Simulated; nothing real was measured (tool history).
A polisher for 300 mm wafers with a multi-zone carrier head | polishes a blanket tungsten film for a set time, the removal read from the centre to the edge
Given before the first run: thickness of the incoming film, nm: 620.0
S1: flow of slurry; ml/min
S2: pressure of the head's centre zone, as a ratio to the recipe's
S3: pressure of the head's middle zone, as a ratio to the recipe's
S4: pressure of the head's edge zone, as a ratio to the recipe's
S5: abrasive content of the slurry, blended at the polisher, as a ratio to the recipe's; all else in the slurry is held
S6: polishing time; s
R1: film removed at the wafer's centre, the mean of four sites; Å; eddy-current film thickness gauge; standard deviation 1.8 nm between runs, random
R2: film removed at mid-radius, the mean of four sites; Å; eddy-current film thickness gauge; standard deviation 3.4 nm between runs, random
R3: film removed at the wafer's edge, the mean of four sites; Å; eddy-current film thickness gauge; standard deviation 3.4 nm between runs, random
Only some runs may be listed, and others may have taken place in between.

Run 1, hour 0.0: S1 145 ml/min, S2 1.00, S3 1.00, S4 1.00, S5 1.00, S6 32 s. Result: R1 2227.3 Å, R2 2242.2 Å, R3 2264.1 Å.
Run 2, hour 1.3: S1 155 ml/min, S2 1.00, S3 1.00, S4 1.03, S5 1.05, S6 32 s. Result: R1 2280.5 Å, R2 2286.5 Å, R3 2391.5 Å.
Run 3, hour 6.5: S1 155 ml/min, S2 1.00, S3 1.00, S4 1.09, S5 1.05, S6 32 s. Result: R1 2305.0 Å, R2 2319.0 Å, R3 2360.5 Å.
Run 4, hour 12.0: S1 165 ml/min, S2 0.99, S3 0.99, S4 1.09, S5 1.10, S6 32 s. Result: R1 2342.0 Å, R2 2361.2 Å, R3 2458.5 Å.
Run 5, hour 14.9: S1 170 ml/min, S2 0.99, S3 0.99, S4 1.09, S5 1.15, S6 32 s. Result: R1 2339.2 Å, R2 2395.8 Å, R3 2450.3 Å.
Run 6, hour 16.4: S1 170 ml/min, S2 0.99, S3 0.99, S4 1.16, S5 1.15, S6 32 s. Result: R1 2377.0 Å, R2 2389.5 Å, R3 2554.3 Å.
Run 7, hour 23.9: S1 175 ml/min, S2 0.99, S3 0.99, S4 1.17, S5 1.15, S6 32 s. Result: R1 2353.8 Å, R2 2429.6 Å, R3 2595.7 Å.

Estimate the outcome of run 8 from the log above:
Run 8, hour 28.0: S1 180 ml/min, S2 0.99, S3 0.99, S4 1.17, S5 1.15, S6 32 s. Result: R1 ?, R2 ?, R3 ?.

Run 8 came out at R1 2359.5 Å, R2 2413.1 Å, R3 2559.9 Å.

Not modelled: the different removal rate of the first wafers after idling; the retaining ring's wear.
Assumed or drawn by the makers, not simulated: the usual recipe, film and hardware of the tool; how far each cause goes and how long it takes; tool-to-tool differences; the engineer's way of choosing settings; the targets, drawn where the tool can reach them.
